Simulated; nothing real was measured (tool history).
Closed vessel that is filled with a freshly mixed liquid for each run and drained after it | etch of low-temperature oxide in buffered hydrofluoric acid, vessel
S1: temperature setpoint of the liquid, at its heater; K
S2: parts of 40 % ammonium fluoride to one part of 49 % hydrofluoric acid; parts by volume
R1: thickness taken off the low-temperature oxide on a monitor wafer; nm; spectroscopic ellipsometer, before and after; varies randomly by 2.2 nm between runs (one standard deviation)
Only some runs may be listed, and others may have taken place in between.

{"run": 1, "hour": 0.0, "S1": 297.15, "S2": 9.0, "time in the liquid (s)": 35, "R1": 155.53}
{"run": 2, "hour": 4.3, "S1": 297.15, "S2": 9.0, "time in the liquid (s)": 35, "R1": 155.47}
{"run": 3, "hour": 9.1, "S1": 294.65, "S2": 9.0, "time in the liquid (s)": 35, "R1": 136.4}
{"run": 4, "hour": 14.1, "S1": 295.65, "S2": 9.0, "time in the liquid (s)": 35, "R1": 144.16}
{"run": 5, "hour": 20.6, "S1": 295.65, "S2": 9.0, "time in the liquid (s)": 30, "R1": 124.08}
{"run": 6, "hour": 21.2, "S1": 297.15, "S2": 9.0, "time in the liquid (s)": 30, "R1": 134.33}

Expected results for the next run?
{"run": 7, "hour": 29.8, "S1": 297.65, "S2": 8.5, "time in the liquid (s)": 30, "R1": "?"}

Run 7 measured R1 146.80 nm.

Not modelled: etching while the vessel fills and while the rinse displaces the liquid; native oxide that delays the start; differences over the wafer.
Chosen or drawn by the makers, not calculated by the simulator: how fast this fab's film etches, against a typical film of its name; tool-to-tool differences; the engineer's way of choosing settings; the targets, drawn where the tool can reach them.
